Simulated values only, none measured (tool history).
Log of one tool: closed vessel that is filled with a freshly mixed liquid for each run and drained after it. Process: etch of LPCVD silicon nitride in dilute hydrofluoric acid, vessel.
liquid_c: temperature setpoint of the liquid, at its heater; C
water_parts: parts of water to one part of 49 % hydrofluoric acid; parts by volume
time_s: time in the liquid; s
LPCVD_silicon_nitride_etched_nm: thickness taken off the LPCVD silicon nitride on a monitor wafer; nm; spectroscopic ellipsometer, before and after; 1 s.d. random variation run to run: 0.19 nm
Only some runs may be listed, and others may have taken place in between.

| run | day | liquid_c | water_parts | time_s | LPCVD_silicon_nitride_etched_nm |
|---|---|---|---|---|---|
| 1 | 0.000 | 25.0 | 55 | 2105 | 25.065 |
| 2 | 0.317 | 21.5 | 55 | 2105 | 19.752 |
| 3 | 0.508 | 23.5 | 55 | 2105 | 22.570 |
| 4 | 0.850 | 25.0 | 55 | 2105 | 24.908 |
| 5 | 1.017 | 25.0 | 55 | 2105 | 24.918 |
| 6 | 1.329 | 26.5 | 55 | 2105 | 27.704 |
| 7 | 1.562 | 27.5 | 55 | 2105 | 29.510 |
| 8 | 1.875 | 28.5 | 55 | 2105 | 31.455 |
| 9 | 2.208 | 29.0 | 55 | 2105 | 32.523 |
| 10 | 2.388 | 29.5 | 55 | 2105 | 33.602 |
| 11 | 2.708 | 30.0 | 55 | 2105 | 34.713 |
| 12 | 3.004 | 30.0 | 55 | 2105 | 34.745 |
| 13 | 3.100 | 30.5 | 55 | 2105 | 35.992 |
| 14 | 3.404 | 31.0 | 55 | 2105 | 37.143 |
| 15 | 3.504 | 31.5 | 55 | 2105 | 38.353 |

The next listed run, before its measurement:
| 16 | 3.862 | 32.5 | 55 | 2105 | ? |

For run 16 the tool returned LPCVD_silicon_nitride_etched_nm 40.751 nm.

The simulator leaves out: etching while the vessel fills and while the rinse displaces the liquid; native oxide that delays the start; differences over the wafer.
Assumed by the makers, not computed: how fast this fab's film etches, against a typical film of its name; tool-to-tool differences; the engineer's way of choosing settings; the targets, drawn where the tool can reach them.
